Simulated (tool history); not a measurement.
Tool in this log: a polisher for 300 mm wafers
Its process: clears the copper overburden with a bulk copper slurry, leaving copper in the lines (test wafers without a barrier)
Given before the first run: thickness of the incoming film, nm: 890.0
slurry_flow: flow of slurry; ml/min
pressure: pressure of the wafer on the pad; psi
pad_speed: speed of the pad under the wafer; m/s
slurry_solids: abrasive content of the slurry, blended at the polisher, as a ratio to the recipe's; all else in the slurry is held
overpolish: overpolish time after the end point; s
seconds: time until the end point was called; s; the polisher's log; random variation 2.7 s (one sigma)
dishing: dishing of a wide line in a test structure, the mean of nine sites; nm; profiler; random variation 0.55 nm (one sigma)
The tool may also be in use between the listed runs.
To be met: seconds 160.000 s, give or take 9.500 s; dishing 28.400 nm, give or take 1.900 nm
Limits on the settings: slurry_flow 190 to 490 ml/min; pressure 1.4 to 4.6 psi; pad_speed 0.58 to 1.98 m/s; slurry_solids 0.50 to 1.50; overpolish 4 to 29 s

run   hour  slurry_flow  pressure  pad_speed  slurry_solids  overpolish  seconds  dishing
  1    0.0          315       3.0       1.28           1.00          15   92.578   83.852
  2    3.7          315       3.0       1.28           0.90          15   93.813   86.399
  3    6.0          315       3.0       1.28           1.05          15   88.955   86.303
  4   12.5          315       2.8       1.24           1.10          14   93.586   79.982
  5   18.4          310       2.6       1.16           1.15          13  106.770   66.957
  6   21.8          255       2.6       1.16           1.15          13  107.810   68.108
  7   24.2          275       2.5       1.12           1.20          12  111.240   61.810
  8   26.1          285       2.4       1.10           1.25          11  116.090   54.289
  9   30.9          285       2.3       1.08           1.25          10  116.240   50.303
 10   39.8          285       2.3       1.08           1.25          10  116.300   50.279
 11   44.8          285       2.2       1.06           1.25           9  130.640   42.064
 12   48.4          285       2.1       1.06           1.25           9  132.630   41.201
 13   54.8          285       1.5       1.00           1.25           4  196.530   14.554
 14   62.5          285       1.6       0.98           1.25           4  183.450   15.254
 15   64.6          285       1.6       0.96           1.25           4  180.480   14.577
 16   69.8          285       1.6       0.98           1.25           4  179.950   14.982
 17   72.5          285       1.6       0.96           1.25           4  185.010   14.811
 18   77.9          285       1.6       0.96           1.25           4  183.890   14.723
 19   79.7          275       1.6       0.96           1.35           6  185.500   21.212
 20   87.8          275       1.6       0.96           1.35           6  183.740   21.846
 21   90.2          275       1.6       0.96           1.35           6  178.590   22.117
 22   98.8          265       1.7       0.96           1.40           6  169.460   23.301
 23  101.7          265       1.9       0.94           1.40          10  155.800   40.658
 24  104.8          270       1.9       0.98           1.30           9  153.710   36.828

4 next moves are on the table. One of them brings every result within its allowed miss. Which?
  A  107.9          265       1.9       0.98           1.50          12        ?        ?
  B  107.9          255       2.4       0.86           1.25           6        ?        ?
  C  107.9          260       1.7       1.10           1.25           7        ?        ?
  D  107.9          320       2.2       0.94           1.20           7        ?        ?

move  seconds  dishing
   A  149.260   50.292
   B  136.400   30.552
   C  163.410   29.334
   D  140.230   34.035
A: lands further from the targets than the last run did
B: nearer the targets than the last run, but a result is still out of spec
C: hits every target within its allowed miss
D: nearer the targets than the last run, but a result is still out of spec
The move that meets every target is C.
